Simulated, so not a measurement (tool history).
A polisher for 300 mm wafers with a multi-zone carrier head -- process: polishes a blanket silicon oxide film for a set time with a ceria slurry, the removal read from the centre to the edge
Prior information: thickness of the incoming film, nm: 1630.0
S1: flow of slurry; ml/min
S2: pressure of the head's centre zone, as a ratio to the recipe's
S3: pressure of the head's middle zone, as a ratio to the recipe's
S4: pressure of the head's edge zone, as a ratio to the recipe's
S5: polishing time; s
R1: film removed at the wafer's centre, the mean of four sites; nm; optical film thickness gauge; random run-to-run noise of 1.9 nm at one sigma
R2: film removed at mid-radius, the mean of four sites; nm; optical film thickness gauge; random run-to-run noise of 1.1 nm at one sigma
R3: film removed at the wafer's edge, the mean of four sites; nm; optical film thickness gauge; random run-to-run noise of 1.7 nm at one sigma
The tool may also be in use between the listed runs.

run  hour   S1    S2    S3    S4  S5      R1      R2      R3
  1     0  130     1     1     1  54  241.99  243.29   249.7
  2   6.1  145     1     1     1  54  255.91   254.9  254.01
  3  10.9  145  0.94     1     1  54  240.27  252.11   252.2
  4  12.5  145  0.94     1     1  59  256.73  268.83  269.32
  5  15.2  145  0.99     1     1  59  272.74  280.71  283.31
  6  22.2  130  0.95  0.97     1  54  235.53   241.4  248.95
  7  28.1  120  0.94  0.94  1.01  47  197.24  199.17  216.22
     29.9  -- worn pad replaced by a new one
  8  29.9  115  0.93  0.91  0.99  43  193.69  194.02  213.28

What does the tool deliver on the next run?
  9  38.1  110  0.95  0.93  1.03  38   ?   ?   ?

{"run 9": {"R1": 171.14, "R2": 174.99, "R3": 188.78}}
